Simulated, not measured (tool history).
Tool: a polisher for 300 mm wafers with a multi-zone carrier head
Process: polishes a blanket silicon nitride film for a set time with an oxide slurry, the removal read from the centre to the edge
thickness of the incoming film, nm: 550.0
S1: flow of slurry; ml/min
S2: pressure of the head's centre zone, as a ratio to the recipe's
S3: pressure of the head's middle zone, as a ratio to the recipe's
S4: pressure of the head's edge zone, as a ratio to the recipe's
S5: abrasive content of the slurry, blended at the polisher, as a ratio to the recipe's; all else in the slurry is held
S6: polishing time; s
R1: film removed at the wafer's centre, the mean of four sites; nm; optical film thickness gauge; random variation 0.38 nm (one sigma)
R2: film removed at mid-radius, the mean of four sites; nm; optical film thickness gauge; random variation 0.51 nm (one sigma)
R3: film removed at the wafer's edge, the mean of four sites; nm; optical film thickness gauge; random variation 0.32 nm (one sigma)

run    day   S1    S2    S3    S4   S5  S6      R1      R2      R3
  1  0.000  305  1.00  1.00  1.00  1.0  66  53.850  53.699  54.574
  2  0.025  295  0.98  0.98  0.98  1.0  66  52.774  51.972  54.072
  3  0.371  230  0.98  0.98  0.98  1.0  66  52.015  51.899  53.941
  4  0.658  230  0.98  0.98  0.92  1.0  66  51.473  50.331  51.376
  5  0.967  230  0.96  0.98  0.92  1.0  66  51.369  51.317  51.826
  6  1.054  185  0.96  0.98  0.92  1.0  66  50.188  51.040  51.004

Run 7 comes next. What will it give?
  7  1.417  185  0.95  0.97  0.92  1.0  66   ?   ?   ?

Run 7 gave R1 49.054 nm, R2 50.438 nm, R3 51.612 nm.

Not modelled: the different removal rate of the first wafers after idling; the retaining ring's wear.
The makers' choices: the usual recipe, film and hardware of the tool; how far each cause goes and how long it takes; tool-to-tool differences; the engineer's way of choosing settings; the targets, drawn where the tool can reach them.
